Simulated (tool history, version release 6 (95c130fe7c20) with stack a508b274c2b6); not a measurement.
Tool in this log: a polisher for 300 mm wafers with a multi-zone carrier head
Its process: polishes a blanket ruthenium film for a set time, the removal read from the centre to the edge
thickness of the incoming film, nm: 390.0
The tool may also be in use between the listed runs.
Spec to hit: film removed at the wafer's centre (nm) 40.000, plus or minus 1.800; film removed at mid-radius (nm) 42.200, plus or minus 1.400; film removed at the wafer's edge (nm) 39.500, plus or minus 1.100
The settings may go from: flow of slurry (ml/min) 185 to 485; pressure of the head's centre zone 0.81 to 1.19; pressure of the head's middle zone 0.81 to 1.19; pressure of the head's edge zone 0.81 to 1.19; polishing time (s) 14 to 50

run  hour  flow of slurry (ml/min)  pressure of the head's centre zone  pressure of the head's middle zone  pressure of the head's edge zone  polishing time (s)  film removed at the wafer's centre (nm)  film removed at mid-radius (nm)  film removed at the wafer's edge (nm)
  1   0.0                      310                                1.00                                1.00                              1.00                  32                                   30.132                           31.628                                 31.955
  2   7.2                      310                                1.00                                1.00                              1.00                  29                                   27.439                           27.997                                 28.490
  3  10.5                      385                                1.00                                1.00                              1.00                  29                                   27.875                           29.210                                 28.499
  4  15.4                      385                                1.00                                1.00                              1.00                  24                                   23.377                           24.376                                 23.966
  5  21.7                      460                                1.00                                1.00                              1.00                  24                                   23.888                           24.436                                 24.033
  6  28.4                      460                                1.00                                0.94                              1.00                  24                                   23.754                           23.316                                 24.111
  7  33.0                      470                                1.05                                1.04                              1.10                  33                                   34.521                           34.866                                 35.019
  8  34.5                      470                                1.05                                1.04                              1.10                  33                                   33.429                           34.805                                 34.512
  9  37.4                      470                                1.06                                1.05                              1.10                  33                                   34.483                           34.977                                 35.163
 10  44.7                      470                                1.06                                1.06                              1.10                  33                                   34.886                           35.992                                 34.614
 11  53.1                      470                                1.06                                1.06                              1.11                  33                                   33.997                           35.511                                 35.033
 12  57.8                      475                                1.14                                1.16                              1.15                  37                                   41.133                           42.869                                 40.215

Which one of the following 4 next-run settings gets every result inside its allowed miss? There is exactly one.
  A  62.5                      485                                1.19                                1.17                              1.10                  37                                        ?                                ?                                      ?
  B  62.5                      470                                1.10                                1.12                              1.16                  39                                        ?                                ?                                      ?
  C  62.5                      430                                1.11                                1.16                              1.16                  37                                        ?                                ?                                      ?
  D  62.5                      485                                1.06                                1.19                              1.14                  38                                        ?                                ?                                      ?

move  film removed at the wafer's centre (nm)  film removed at mid-radius (nm)  film removed at the wafer's edge (nm)
   A                                   43.841                           42.954                                 39.282
   B                                   42.589                           43.538                                 42.512
   C                                   40.531                           42.327                                 40.131
   D                                   40.081                           44.794                                 41.075
A: meets the target for the result that was furthest off, but another lies outside its allowed miss
B: further off than the last run
C: every result within its allowed miss
D: further off than the last run
So the answer is move C, the one that meets all the targets.

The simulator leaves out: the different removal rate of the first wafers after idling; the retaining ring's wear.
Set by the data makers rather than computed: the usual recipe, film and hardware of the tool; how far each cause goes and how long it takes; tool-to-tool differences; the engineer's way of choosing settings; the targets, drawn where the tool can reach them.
